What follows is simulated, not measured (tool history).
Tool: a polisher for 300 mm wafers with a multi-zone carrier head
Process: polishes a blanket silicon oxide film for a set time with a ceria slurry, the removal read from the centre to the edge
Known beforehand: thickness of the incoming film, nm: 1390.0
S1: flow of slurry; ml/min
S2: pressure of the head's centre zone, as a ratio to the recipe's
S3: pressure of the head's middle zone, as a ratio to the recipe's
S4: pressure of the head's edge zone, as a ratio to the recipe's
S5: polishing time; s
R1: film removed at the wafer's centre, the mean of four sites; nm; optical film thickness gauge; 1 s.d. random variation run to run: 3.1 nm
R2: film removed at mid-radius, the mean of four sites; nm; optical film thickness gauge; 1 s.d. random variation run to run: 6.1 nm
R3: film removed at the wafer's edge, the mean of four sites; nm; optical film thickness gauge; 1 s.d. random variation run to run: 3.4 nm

run,hour,S1,S2,S3,S4,S5,R1,R2,R3
1,0.0,165,1.00,1.00,1.00,79,363.56,363.49,366.00
2,8.6,175,1.00,1.00,1.03,80,375.29,363.68,374.65
3,16.7,175,0.99,1.00,1.05,82,384.46,372.29,385.61
4,23.8,175,0.99,1.06,1.05,82,380.91,406.74,389.27
5,30.9,180,0.98,1.05,1.07,83,389.12,400.26,397.17
6,32.3,180,0.97,1.05,1.09,84,385.98,409.40,406.85

Run 7 comes next. What will it give?
7,37.9,185,0.96,1.04,1.10,85,?,?,?

{"run 7": {"R1": 392.57, "R2": 419.04, "R3": 413.01}}
